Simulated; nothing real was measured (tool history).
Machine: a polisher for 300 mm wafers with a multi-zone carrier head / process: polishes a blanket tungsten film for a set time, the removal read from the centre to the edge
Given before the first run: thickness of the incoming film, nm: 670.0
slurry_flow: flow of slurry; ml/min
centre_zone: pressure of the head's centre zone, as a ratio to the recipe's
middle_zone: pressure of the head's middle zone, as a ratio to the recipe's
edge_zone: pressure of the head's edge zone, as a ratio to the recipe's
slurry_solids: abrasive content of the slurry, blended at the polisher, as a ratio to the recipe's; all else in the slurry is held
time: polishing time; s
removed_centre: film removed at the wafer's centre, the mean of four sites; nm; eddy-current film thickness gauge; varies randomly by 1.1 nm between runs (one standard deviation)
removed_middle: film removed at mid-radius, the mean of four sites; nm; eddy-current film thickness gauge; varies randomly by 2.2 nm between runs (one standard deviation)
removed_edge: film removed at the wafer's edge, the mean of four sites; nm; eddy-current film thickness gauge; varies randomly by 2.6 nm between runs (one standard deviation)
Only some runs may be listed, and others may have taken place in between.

run 1 hour=0 | slurry_flow=140 centre_zone=1 middle_zone=1 edge_zone=1 slurry_solids=1 time=33 | removed_centre=231.43 removed_middle=235.24 removed_edge=237.45
run 2 hour=5.3 | slurry_flow=135 centre_zone=1 middle_zone=0.97 edge_zone=0.99 slurry_solids=0.9 time=32 | removed_centre=216.49 removed_middle=214.04 removed_edge=229.54
run 3 hour=11.3 | slurry_flow=135 centre_zone=1.01 middle_zone=0.96 edge_zone=0.97 slurry_solids=0.85 time=31 | removed_centre=208.5 removed_middle=201.86 removed_edge=211.31
run 4 hour=19.5 | slurry_flow=130 centre_zone=1.01 middle_zone=0.94 edge_zone=0.95 slurry_solids=0.8 time=31 | removed_centre=202.39 removed_middle=195.28 removed_edge=203.21
run 5 hour=21.6 | slurry_flow=125 centre_zone=1.01 middle_zone=0.92 edge_zone=0.95 slurry_solids=0.75 time=31 | removed_centre=202.88 removed_middle=186.19 removed_edge=200.96
run 6 hour=27.4 | slurry_flow=120 centre_zone=1 middle_zone=0.9 edge_zone=0.94 slurry_solids=0.7 time=31 | removed_centre=196.26 removed_middle=180.85 removed_edge=195.87
run 7 hour=32.9 | slurry_flow=115 centre_zone=0.99 middle_zone=0.89 edge_zone=0.94 slurry_solids=0.65 time=31 | removed_centre=188.84 removed_middle=177.5 removed_edge=190.35
run 8 hour=40.3 | slurry_flow=110 centre_zone=0.99 middle_zone=0.88 edge_zone=0.94 slurry_solids=0.65 time=31 | removed_centre=184.86 removed_middle=171.6 removed_edge=195.9
run 9 hour=45.5 | slurry_flow=110 centre_zone=1.01 middle_zone=0.84 edge_zone=0.86 slurry_solids=0.5 time=29 | removed_centre=168.89 removed_middle=150.7 removed_edge=164.22
run 10 hour=49.6 | slurry_flow=110 centre_zone=1.01 middle_zone=0.84 edge_zone=0.86 slurry_solids=0.5 time=29 | removed_centre=167.98 removed_middle=146.48 removed_edge=165.19

Forecast run 11:
run 11 hour=56.5 | slurry_flow=130 centre_zone=1 middle_zone=0.84 edge_zone=0.93 slurry_solids=0.6 time=29 | removed_centre=? removed_middle=? removed_edge=?

Run 11 came out at removed_centre 180.04 nm, removed_middle 160.49 nm, removed_edge 182.68 nm.
